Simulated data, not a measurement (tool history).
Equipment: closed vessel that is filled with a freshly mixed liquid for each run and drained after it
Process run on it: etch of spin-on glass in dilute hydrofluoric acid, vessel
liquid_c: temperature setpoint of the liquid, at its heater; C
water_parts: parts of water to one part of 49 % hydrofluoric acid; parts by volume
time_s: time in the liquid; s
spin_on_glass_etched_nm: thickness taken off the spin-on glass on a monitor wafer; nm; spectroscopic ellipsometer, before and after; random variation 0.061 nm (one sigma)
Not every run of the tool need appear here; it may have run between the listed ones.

{"run": 1, "hour": 0.0, "liquid_c": 24, "water_parts": 255, "time_s": 95, "spin_on_glass_etched_nm": 12.026}
{"run": 2, "hour": 1.2, "liquid_c": 21, "water_parts": 255, "time_s": 95, "spin_on_glass_etched_nm": 10.613}
{"run": 3, "hour": 9.8, "liquid_c": 20, "water_parts": 275, "time_s": 95, "spin_on_glass_etched_nm": 9.4622}
{"run": 4, "hour": 15.4, "liquid_c": 20, "water_parts": 220, "time_s": 95, "spin_on_glass_etched_nm": 12.456}
{"run": 5, "hour": 19.9, "liquid_c": 19, "water_parts": 250, "time_s": 95, "spin_on_glass_etched_nm": 10.267}
{"run": 6, "hour": 26.6, "liquid_c": 18.5, "water_parts": 270, "time_s": 95, "spin_on_glass_etched_nm": 9.2243}
{"run": 7, "hour": 28.8, "liquid_c": 18, "water_parts": 285, "time_s": 95, "spin_on_glass_etched_nm": 8.3669}
{"run": 8, "hour": 34.5, "liquid_c": 18, "water_parts": 285, "time_s": 95, "spin_on_glass_etched_nm": 8.2971}

Run 9 has not been measured yet. What should we expect?
{"run": 9, "hour": 39.2, "liquid_c": 17.5, "water_parts": 295, "time_s": 95, "spin_on_glass_etched_nm": "?"}

{"run 9": {"spin_on_glass_etched_nm": 7.8485}}
